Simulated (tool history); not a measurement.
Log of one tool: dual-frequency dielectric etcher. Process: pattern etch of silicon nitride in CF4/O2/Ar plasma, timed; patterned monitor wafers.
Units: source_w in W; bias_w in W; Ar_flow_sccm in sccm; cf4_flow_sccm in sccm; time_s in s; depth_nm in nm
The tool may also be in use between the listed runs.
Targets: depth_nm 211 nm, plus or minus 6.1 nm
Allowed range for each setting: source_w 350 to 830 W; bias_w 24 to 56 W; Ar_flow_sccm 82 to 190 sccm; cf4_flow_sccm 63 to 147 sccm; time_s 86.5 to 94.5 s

{"run": 1, "hour": 0.0, "source_w": 590, "bias_w": 40, "Ar_flow_sccm": 136, "cf4_flow_sccm": 105, "time_s": 94.5, "depth_nm": 168.49}
{"run": 2, "hour": 7.6, "source_w": 610, "bias_w": 40, "Ar_flow_sccm": 136, "cf4_flow_sccm": 105, "time_s": 94.5, "depth_nm": 173.84}
{"run": 3, "hour": 9.3, "source_w": 610, "bias_w": 40, "Ar_flow_sccm": 114, "cf4_flow_sccm": 105, "time_s": 94.5, "depth_nm": 177.81}
{"run": 4, "hour": 12.7, "source_w": 610, "bias_w": 40, "Ar_flow_sccm": 114, "cf4_flow_sccm": 105, "time_s": 86.5, "depth_nm": 162.61}
{"run": 5, "hour": 13.3, "source_w": 610, "bias_w": 40, "Ar_flow_sccm": 95, "cf4_flow_sccm": 105, "time_s": 86.5, "depth_nm": 165.99}
{"run": 6, "hour": 16.1, "source_w": 530, "bias_w": 40, "Ar_flow_sccm": 95, "cf4_flow_sccm": 105, "time_s": 86.5, "depth_nm": 146.64}
{"run": 7, "hour": 24.4, "source_w": 650, "bias_w": 43, "Ar_flow_sccm": 92, "cf4_flow_sccm": 106, "time_s": 86.5, "depth_nm": 180.17}
{"run": 8, "hour": 30.2, "source_w": 660, "bias_w": 43, "Ar_flow_sccm": 92, "cf4_flow_sccm": 106, "time_s": 86.5, "depth_nm": 182.4}

4 next moves are on the table. One of them brings every result within its allowed miss. Which?
{"run": "A", "hour": 36.0, "source_w": 640, "bias_w": 37, "Ar_flow_sccm": 117, "cf4_flow_sccm": 100, "time_s": 93, "depth_nm": "?"}
{"run": "B", "hour": 36.0, "source_w": 650, "bias_w": 42, "Ar_flow_sccm": 86, "cf4_flow_sccm": 104, "time_s": 92.5, "depth_nm": "?"}
{"run": "C", "hour": 36.0, "source_w": 670, "bias_w": 43, "Ar_flow_sccm": 100, "cf4_flow_sccm": 108, "time_s": 92, "depth_nm": "?"}
{"run": "D", "hour": 36.0, "source_w": 700, "bias_w": 39, "Ar_flow_sccm": 82, "cf4_flow_sccm": 131, "time_s": 94.5, "depth_nm": "?"}

move=A depth_nm=175.93
move=B depth_nm=190.62
move=C depth_nm=194
move=D depth_nm=209.56
A: lands further from the targets than the last run did
B: closer than the last run, but not yet in spec
C: closer than the last run, but not yet in spec
D: hits every target within its allowed miss
Correct choice: D, which meets every target
